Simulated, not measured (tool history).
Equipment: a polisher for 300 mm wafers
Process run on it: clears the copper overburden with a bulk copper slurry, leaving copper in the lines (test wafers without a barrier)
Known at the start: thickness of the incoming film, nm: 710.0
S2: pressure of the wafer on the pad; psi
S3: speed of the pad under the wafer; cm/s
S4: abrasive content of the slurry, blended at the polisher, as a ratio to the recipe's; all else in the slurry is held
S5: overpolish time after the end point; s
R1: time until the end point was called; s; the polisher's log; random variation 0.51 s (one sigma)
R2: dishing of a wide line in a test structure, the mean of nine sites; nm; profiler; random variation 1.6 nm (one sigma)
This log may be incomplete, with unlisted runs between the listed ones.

{"run": 1, "day": 0.0, "flow of slurry (ml/min)": 185, "S2": 2.3, "S3": 120, "S4": 1, "S5": 25, "R1": 72.321, "R2": 119.12}
{"run": 2, "day": 0.225, "flow of slurry (ml/min)": 215, "S2": 2.3, "S3": 120, "S4": 1, "S5": 25, "R1": 71.064, "R2": 119.72}
{"run": 3, "day": 0.508, "flow of slurry (ml/min)": 235, "S2": 2.2, "S3": 130, "S4": 1, "S5": 20, "R1": 66.114, "R2": 106.85}
{"run": 4, "day": 0.7, "flow of slurry (ml/min)": 250, "S2": 2.2, "S3": 134, "S4": 1, "S5": 17, "R1": 63.46, "R2": 105.18}
{"run": 5, "day": 1.038, "flow of slurry (ml/min)": 260, "S2": 2.1, "S3": 142, "S4": 1, "S5": 15, "R1": 62.386, "R2": 96.151}
{"run": 6, "day": 1.262, "flow of slurry (ml/min)": 260, "S2": 2.5, "S3": 142, "S4": 1, "S5": 15, "R1": 54.236, "R2": 111.19}
{"run": 7, "day": 1.433, "flow of slurry (ml/min)": 265, "S2": 2.3, "S3": 148, "S4": 1, "S5": 13, "R1": 54.818, "R2": 95.278}

What will run 8 give?
{"run": 8, "day": 1.75, "flow of slurry (ml/min)": 260, "S2": 2.3, "S3": 148, "S4": 1, "S5": 12, "R1": "?", "R2": "?"}

{"run 8": {"R1": 55.254, "R2": 89.899}}
